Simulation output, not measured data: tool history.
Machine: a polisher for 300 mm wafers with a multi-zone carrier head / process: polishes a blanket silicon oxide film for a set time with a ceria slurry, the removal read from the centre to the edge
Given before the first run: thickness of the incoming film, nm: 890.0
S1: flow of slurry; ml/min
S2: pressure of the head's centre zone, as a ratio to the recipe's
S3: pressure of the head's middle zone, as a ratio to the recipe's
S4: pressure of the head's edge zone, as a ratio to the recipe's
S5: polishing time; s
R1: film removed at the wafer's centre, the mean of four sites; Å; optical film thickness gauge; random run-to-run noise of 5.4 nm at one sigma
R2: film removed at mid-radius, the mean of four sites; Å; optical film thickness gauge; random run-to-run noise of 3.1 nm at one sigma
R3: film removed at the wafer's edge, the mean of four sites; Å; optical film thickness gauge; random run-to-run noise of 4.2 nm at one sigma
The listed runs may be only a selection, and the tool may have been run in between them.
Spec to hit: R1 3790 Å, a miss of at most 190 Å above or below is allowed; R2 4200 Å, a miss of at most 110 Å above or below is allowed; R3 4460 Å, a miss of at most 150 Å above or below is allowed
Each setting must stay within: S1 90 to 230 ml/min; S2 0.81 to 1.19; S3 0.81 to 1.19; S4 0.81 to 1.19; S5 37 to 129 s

Run 1, hour 0: S1 150 ml/min, S2 1, S3 1, S4 1, S5 83 s. Result: R1 3783.3 Å, R2 3836.6 Å, R3 3789.9 Å.
Run 2, hour 5: S1 150 ml/min, S2 1, S3 1, S4 1, S5 67 s. Result: R1 3118.9 Å, R2 3029.5 Å, R3 3111.4 Å.
Run 3, hour 6: S1 150 ml/min, S2 1, S3 1, S4 0.92, S5 67 s. Result: R1 3020.3 Å, R2 3048.5 Å, R3 2960.8 Å.
Run 4, hour 12.1: S1 150 ml/min, S2 1, S3 1, S4 1, S5 67 s. Result: R1 3051.4 Å, R2 3046.8 Å, R3 3164.2 Å.
Run 5, hour 13.9: S1 165 ml/min, S2 0.99, S3 1.03, S4 1.06, S5 72 s. Result: R1 3275.2 Å, R2 3453.6 Å, R3 3439 Å.
Run 6, hour 19.8: S1 165 ml/min, S2 0.99, S3 1.03, S4 1.06, S5 51 s. Result: R1 2368.2 Å, R2 2407 Å, R3 2458.8 Å.
Run 7, hour 24.2: S1 150 ml/min, S2 0.97, S3 1.03, S4 1.08, S5 64 s. Result: R1 2828 Å, R2 2973.4 Å, R3 3102.8 Å.
Run 8, hour 24.9: S1 140 ml/min, S2 0.97, S3 1.04, S4 1.1, S5 71 s. Result: R1 3025.5 Å, R2 3296.3 Å, R3 3419 Å.
Run 9, hour 33.8: S1 170 ml/min, S2 0.98, S3 1.05, S4 1.19, S5 89 s. Result: R1 4012 Å, R2 4308.7 Å, R3 4561.9 Å.

Which of these 5 next moves meets every target?
Run A, hour 42.7: S1 145 ml/min, S2 0.94, S3 1.03, S4 1.16, S5 90 s. Result: R1 ?, R2 ?, R3 ?.
Run B, hour 42.7: S1 195 ml/min, S2 1.01, S3 0.95, S4 1.19, S5 90 s. Result: R1 ?, R2 ?, R3 ?.
Run C, hour 42.7: S1 175 ml/min, S2 1, S3 1.01, S4 1.16, S5 91 s. Result: R1 ?, R2 ?, R3 ?.
Run D, hour 42.7: S1 200 ml/min, S2 1.04, S3 0.95, S4 1.19, S5 91 s. Result: R1 ?, R2 ?, R3 ?.
Run E, hour 42.7: S1 130 ml/min, S2 0.86, S3 0.98, S4 1.17, S5 97 s. Result: R1 ?, R2 ?, R3 ?.

move      R1      R2      R3
   A  3789.3  4245.1  4495.2
   B  4274.1  4139.6  4706.9
   C  4209.5  4342.2  4641.3
   D    4467  4198.8  4770.9
   E    3658  4309.9  4807.1
A: every result lands within tolerance
B: lands further from the targets than the last run did
C: lands further from the targets than the last run did
D: lands further from the targets than the last run did
E: the furthest-off result lands on target, but another misses its tolerance
So the answer is move A, the one that meets all the targets.
